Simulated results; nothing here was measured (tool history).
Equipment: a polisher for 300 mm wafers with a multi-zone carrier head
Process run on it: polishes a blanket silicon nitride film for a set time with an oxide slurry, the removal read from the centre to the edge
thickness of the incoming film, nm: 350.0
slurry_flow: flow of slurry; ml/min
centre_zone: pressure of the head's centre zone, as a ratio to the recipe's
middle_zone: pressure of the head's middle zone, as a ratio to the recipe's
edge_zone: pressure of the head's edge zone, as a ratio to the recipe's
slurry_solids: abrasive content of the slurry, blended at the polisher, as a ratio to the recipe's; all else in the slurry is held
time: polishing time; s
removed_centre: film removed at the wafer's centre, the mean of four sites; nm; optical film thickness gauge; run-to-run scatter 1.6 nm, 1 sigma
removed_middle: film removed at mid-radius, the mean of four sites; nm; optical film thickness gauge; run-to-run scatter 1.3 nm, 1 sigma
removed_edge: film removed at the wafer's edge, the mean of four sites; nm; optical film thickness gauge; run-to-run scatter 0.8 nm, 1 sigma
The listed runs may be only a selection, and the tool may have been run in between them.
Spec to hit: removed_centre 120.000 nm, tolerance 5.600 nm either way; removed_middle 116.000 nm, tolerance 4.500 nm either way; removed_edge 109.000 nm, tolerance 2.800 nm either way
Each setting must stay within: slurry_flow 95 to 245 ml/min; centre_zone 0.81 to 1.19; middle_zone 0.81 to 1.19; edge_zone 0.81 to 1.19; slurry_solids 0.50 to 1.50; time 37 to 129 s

run,hour,slurry_flow,centre_zone,middle_zone,edge_zone,slurry_solids,time,removed_centre,removed_middle,removed_edge
1,0.0,155,1.00,1.00,1.00,1.00,83,91.673,92.604,92.385
2,6.9,155,1.00,1.00,1.00,1.00,97,109.520,110.150,108.440
3,13.2,160,1.01,1.00,1.00,1.00,97,111.510,107.660,108.330
4,20.6,165,1.02,1.01,1.00,1.00,97,112.850,110.670,109.320
5,26.6,125,1.02,1.01,1.00,1.00,97,105.890,102.300,105.090
6,31.4,135,1.03,1.02,1.00,1.00,97,108.490,105.310,105.910
7,35.2,140,1.04,1.03,1.00,1.00,97,110.920,107.030,104.670
8,42.2,145,1.04,1.03,1.00,1.00,97,108.950,108.310,106.140
9,49.1,150,1.05,1.03,1.00,1.00,97,112.790,109.080,106.960
10,56.7,150,1.05,1.03,1.00,1.00,97,115.380,111.200,108.000

Of the 5 settings listed for the next run, only one would bring every result within its allowed miss of target. Which one?
A,64.3,175,1.09,0.96,1.03,0.90,100,?,?,?
B,64.3,185,0.96,1.16,1.09,1.30,82,?,?,?
C,64.3,130,1.06,0.98,0.91,1.30,93,?,?,?
D,64.3,155,1.05,1.01,1.00,1.00,96,?,?,?
E,64.3,155,1.06,1.07,0.98,0.95,101,?,?,?

move,removed_centre,removed_middle,removed_edge
A,119.770,104.450,108.490
B,103.370,118.260,108.670
C,119.840,110.010,107.790
D,113.850,107.410,106.380
E,118.000,115.190,108.030
A: lands further from the targets than the last run did
B: gets the furthest-off result to its target, but another result is out of tolerance
C: lands further from the targets than the last run did
D: lands further from the targets than the last run did
E: in spec on every target
E meets every target.
